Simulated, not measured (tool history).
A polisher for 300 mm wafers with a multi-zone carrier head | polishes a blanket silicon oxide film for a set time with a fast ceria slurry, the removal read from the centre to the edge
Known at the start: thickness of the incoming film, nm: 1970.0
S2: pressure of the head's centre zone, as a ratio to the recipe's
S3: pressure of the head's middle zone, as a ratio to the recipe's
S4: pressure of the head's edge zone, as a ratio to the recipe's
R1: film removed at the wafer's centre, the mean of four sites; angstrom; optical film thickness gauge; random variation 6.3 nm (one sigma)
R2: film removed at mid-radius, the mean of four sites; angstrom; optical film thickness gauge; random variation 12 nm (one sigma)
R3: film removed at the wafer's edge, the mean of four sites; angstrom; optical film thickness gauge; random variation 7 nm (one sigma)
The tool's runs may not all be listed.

{"run": 1, "hour": 0.0, "flow of slurry (ml/min)": 280, "S2": 1, "S3": 1, "S4": 1, "polishing time (s)": 31, "R1": 6537.8, "R2": 6520.8, "R3": 6541}
{"run": 2, "hour": 7.6, "flow of slurry (ml/min)": 285, "S2": 0.98, "S3": 1.05, "S4": 1.04, "polishing time (s)": 32, "R1": 6626, "R2": 6959.3, "R3": 6967}
{"run": 3, "hour": 15.2, "flow of slurry (ml/min)": 285, "S2": 0.98, "S3": 1.05, "S4": 1, "polishing time (s)": 32, "R1": 6537.1, "R2": 7034.8, "R3": 6827.4}
{"run": 4, "hour": 16.8, "flow of slurry (ml/min)": 340, "S2": 0.98, "S3": 1.05, "S4": 1, "polishing time (s)": 32, "R1": 6689.2, "R2": 6958.5, "R3": 6924.6}
{"run": 5, "hour": 19.4, "flow of slurry (ml/min)": 380, "S2": 0.98, "S3": 1.05, "S4": 1, "polishing time (s)": 32, "R1": 6813.3, "R2": 7178.3, "R3": 6872.4}
{"run": 6, "hour": 20.3, "flow of slurry (ml/min)": 380, "S2": 0.98, "S3": 1.05, "S4": 1, "polishing time (s)": 25, "R1": 5327.5, "R2": 5589.4, "R3": 5435.4}

Run 7 comes next. What will it give?
{"run": 7, "hour": 28.3, "flow of slurry (ml/min)": 375, "S2": 0.96, "S3": 1.08, "S4": 1.01, "polishing time (s)": 28, "R1": "?", "R2": "?", "R3": "?"}

Run 7 gave R1 5787.5 angstrom, R2 6496 angstrom, R3 6250 angstrom.

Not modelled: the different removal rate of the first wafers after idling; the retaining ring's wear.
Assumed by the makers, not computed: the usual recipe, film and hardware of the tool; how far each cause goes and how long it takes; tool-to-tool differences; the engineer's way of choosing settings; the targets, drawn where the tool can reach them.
